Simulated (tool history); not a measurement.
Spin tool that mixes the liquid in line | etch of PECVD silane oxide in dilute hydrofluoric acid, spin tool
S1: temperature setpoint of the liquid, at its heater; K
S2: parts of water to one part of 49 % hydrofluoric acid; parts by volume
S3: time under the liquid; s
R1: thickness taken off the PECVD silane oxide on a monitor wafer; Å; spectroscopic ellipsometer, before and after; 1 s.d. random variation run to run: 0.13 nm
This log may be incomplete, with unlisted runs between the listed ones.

run,hour,S1,S2,S3,R1
1,0,299.15,260,100,93.541
2,7.6,299.15,295,100,79.287
3,15.8,301.15,295,100,84.97
4,20.1,302.15,275,100,96.777
5,22.8,302.65,255,100,106.72
6,31.3,303.15,240,100,119.14
7,38.5,307.15,150,100,244.01
8,47.5,306.65,150,100,239.02
9,51.3,306.15,150,100,236.32
10,54.9,305.65,150,100,231.03
11,63.2,305.15,150,100,226.21
12,68.3,305.15,150,100,226.41
13,73.5,304.65,150,100,223.57
14,74.9,304.15,150,100,217.67

Expected results for the next run?
15,78.5,303.15,150,100,?

Logged for run 15: R1 212.84 Å.

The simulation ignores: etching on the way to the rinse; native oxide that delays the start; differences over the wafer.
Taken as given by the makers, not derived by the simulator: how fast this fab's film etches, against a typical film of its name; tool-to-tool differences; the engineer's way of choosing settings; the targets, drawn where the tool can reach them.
